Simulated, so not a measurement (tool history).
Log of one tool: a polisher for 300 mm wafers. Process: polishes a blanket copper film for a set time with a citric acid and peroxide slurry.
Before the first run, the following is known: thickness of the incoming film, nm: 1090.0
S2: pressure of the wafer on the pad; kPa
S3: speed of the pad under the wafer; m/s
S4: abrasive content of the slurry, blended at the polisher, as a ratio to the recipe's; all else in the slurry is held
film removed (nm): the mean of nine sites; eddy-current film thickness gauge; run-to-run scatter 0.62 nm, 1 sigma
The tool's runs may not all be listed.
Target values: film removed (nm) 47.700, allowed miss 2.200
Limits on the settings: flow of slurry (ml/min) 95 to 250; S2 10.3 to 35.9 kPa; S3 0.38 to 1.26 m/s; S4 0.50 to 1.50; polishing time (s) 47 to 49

run 1 hour=0.0 | flow_of_slurry_(ml/min)=160 S2=22.8 S3=0.82 S4=1.00 polishing_time_(s)=47 | film_removed_(nm)=85.829
run 2 hour=0.6 | flow_of_slurry_(ml/min)=160 S2=20.0 S3=0.80 S4=1.00 polishing_time_(s)=47 | film_removed_(nm)=72.909
run 3 hour=6.4 | flow_of_slurry_(ml/min)=160 S2=17.9 S3=0.80 S4=1.00 polishing_time_(s)=47 | film_removed_(nm)=67.056
run 4 hour=13.9 | flow_of_slurry_(ml/min)=160 S2=22.1 S3=0.80 S4=1.00 polishing_time_(s)=47 | film_removed_(nm)=81.126
run 5 hour=22.7 | flow_of_slurry_(ml/min)=160 S2=22.1 S3=0.80 S4=1.15 polishing_time_(s)=47 | film_removed_(nm)=83.462
run 6 hour=30.4 | flow_of_slurry_(ml/min)=160 S2=22.1 S3=0.80 S4=1.00 polishing_time_(s)=47 | film_removed_(nm)=82.053
run 7 hour=34.3 | flow_of_slurry_(ml/min)=160 S2=20.0 S3=0.80 S4=1.00 polishing_time_(s)=47 | film_removed_(nm)=72.036
run 8 hour=35.9 | flow_of_slurry_(ml/min)=160 S2=18.6 S3=0.80 S4=1.00 polishing_time_(s)=47 | film_removed_(nm)=69.866
run 9 hour=43.1 | flow_of_slurry_(ml/min)=160 S2=16.5 S3=0.80 S4=1.00 polishing_time_(s)=47 | film_removed_(nm)=61.641

Pick the move, out of 4, that brings all results within their allowed miss; only one does.
run A hour=50.3 | flow_of_slurry_(ml/min)=235 S2=10.3 S3=0.84 S4=1.45 polishing_time_(s)=47 | film_removed_(nm)=?
run B hour=50.3 | flow_of_slurry_(ml/min)=165 S2=15.9 S3=0.72 S4=0.95 polishing_time_(s)=47 | film_removed_(nm)=?
run C hour=50.3 | flow_of_slurry_(ml/min)=150 S2=20.0 S3=1.00 S4=1.05 polishing_time_(s)=49 | film_removed_(nm)=?
run D hour=50.3 | flow_of_slurry_(ml/min)=160 S2=20.7 S3=0.76 S4=0.95 polishing_time_(s)=47 | film_removed_(nm)=?

move=A film_removed_(nm)=46.959
move=B film_removed_(nm)=52.542
move=C film_removed_(nm)=94.571
move=D film_removed_(nm)=71.036
A: hits every target within its allowed miss
B: nearer than the last run, and not there yet
C: misses by more than the last run did
D: misses by more than the last run did
The move that meets every target is A.

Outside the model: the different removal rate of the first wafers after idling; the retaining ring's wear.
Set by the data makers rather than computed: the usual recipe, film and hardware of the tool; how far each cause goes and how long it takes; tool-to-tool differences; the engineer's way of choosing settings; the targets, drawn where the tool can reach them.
